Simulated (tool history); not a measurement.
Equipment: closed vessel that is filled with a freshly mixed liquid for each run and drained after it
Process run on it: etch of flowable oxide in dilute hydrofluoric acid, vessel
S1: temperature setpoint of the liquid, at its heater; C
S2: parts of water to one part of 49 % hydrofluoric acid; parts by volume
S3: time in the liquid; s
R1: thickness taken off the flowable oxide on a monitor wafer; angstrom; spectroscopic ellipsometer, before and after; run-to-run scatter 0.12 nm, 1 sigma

Run 1, hour 0: S1 26 C, S2 280 parts by volume, S3 30 s. Result: R1 42.607 angstrom.
Run 2, hour 8.4: S1 27 C, S2 255 parts by volume, S3 30 s. Result: R1 50.386 angstrom.
Run 3, hour 10.3: S1 27 C, S2 355 parts by volume, S3 30 s. Result: R1 32.513 angstrom.
Run 4, hour 19.6: S1 28 C, S2 320 parts by volume, S3 30 s. Result: R1 38.211 angstrom.
Run 5, hour 28.9: S1 28.5 C, S2 290 parts by volume, S3 30 s. Result: R1 44.565 angstrom.
Run 6, hour 34.6: S1 31 C, S2 290 parts by volume, S3 30 s. Result: R1 48.445 angstrom.
Run 7, hour 40.2: S1 31.5 C, S2 265 parts by volume, S3 30 s. Result: R1 54.985 angstrom.
Run 8, hour 49.5: S1 32 C, S2 240 parts by volume, S3 30 s. Result: R1 63.182 angstrom.
Run 9, hour 53: S1 32 C, S2 220 parts by volume, S3 30 s. Result: R1 71.4 angstrom.
Run 10, hour 59.1: S1 32 C, S2 220 parts by volume, S3 30 s. Result: R1 70.616 angstrom.
Run 11, hour 64.9: S1 32 C, S2 200 parts by volume, S3 30 s. Result: R1 80.396 angstrom.
Run 12, hour 66.1: S1 32 C, S2 185 parts by volume, S3 30 s. Result: R1 89.122 angstrom.
Run 13, hour 72.6: S1 32 C, S2 175 parts by volume, S3 30 s. Result: R1 95.248 angstrom.
Run 14, hour 80.1: S1 32 C, S2 165 parts by volume, S3 30 s. Result: R1 102.22 angstrom.
Run 15, hour 88.4: S1 32 C, S2 160 parts by volume, S3 30 s. Result: R1 106.1 angstrom.
Run 16, hour 97.4: S1 32 C, S2 155 parts by volume, S3 30 s. Result: R1 111.73 angstrom.
Run 17, hour 104.3: S1 32 C, S2 150 parts by volume, S3 30 s. Result: R1 114.1 angstrom.
Run 18, hour 106: S1 34 C, S2 85 parts by volume, S3 30 s. Result: R1 237.07 angstrom.
Run 19, hour 112.5: S1 33.5 C, S2 85 parts by volume, S3 30 s. Result: R1 237.93 angstrom.
Run 20, hour 115.1: S1 32.5 C, S2 85 parts by volume, S3 30 s. Result: R1 227.6 angstrom.
Run 21, hour 117.8: S1 32.5 C, S2 90 parts by volume, S3 30 s. Result: R1 211.79 angstrom.
Run 22, hour 121.4: S1 31.5 C, S2 95 parts by volume, S3 30 s. Result: R1 193.51 angstrom.
Run 23, hour 126.2: S1 30.5 C, S2 95 parts by volume, S3 30 s. Result: R1 183.78 angstrom.

What does the tool deliver on the next run?
Run 24, hour 135.1: S1 30 C, S2 95 parts by volume, S3 30 s. Result: R1 ?.

{"run 24": {"R1": 183.04}}

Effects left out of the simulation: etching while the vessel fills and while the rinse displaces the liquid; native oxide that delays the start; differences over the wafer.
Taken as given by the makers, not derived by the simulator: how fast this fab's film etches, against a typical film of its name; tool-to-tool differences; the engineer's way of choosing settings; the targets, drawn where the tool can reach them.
